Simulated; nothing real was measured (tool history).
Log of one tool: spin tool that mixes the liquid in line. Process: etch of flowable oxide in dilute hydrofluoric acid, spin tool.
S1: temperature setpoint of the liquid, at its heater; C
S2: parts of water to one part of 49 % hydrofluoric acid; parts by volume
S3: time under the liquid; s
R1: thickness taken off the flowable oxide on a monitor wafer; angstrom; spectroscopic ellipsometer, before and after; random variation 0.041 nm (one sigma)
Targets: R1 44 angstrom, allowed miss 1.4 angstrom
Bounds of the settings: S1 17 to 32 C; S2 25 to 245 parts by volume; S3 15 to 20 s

run,day,S1,S2,S3,R1
1,0,24,135,20,48.76
2,0.208,24,175,20,36.129
3,0.354,24.5,175,20,36.803
4,0.417,25,175,20,37.154
5,0.612,25,175,15,28.111
6,0.65,24,170,15,28.217
7,0.871,24.5,170,15,28.773
8,0.938,25.5,165,15,30.372
9,1.221,25,160,15,31.475
10,1.388,25,160,15,31.074
11,1.692,24.5,155,15,32.162
12,1.996,24.5,150,15,33.342
13,2.038,24.5,145,15,34.785
14,2.317,24.5,140,15,35.471
15,2.521,24.5,135,15,37.886
16,2.892,24.5,130,15,39.338

4 next moves are on the table. One of them brings every result within its allowed miss. Which?
A,3.262,24,115,15,?
B,3.262,24.5,145,15,?
C,3.262,22.5,140,15,?
D,3.262,22,130,20,?

move,R1
A,44.462
B,34.572
C,33.385
D,47.594
A: meets every target
B: further off than the last run
C: further off than the last run
D: takes the result that was furthest off past its target
The right move is A.

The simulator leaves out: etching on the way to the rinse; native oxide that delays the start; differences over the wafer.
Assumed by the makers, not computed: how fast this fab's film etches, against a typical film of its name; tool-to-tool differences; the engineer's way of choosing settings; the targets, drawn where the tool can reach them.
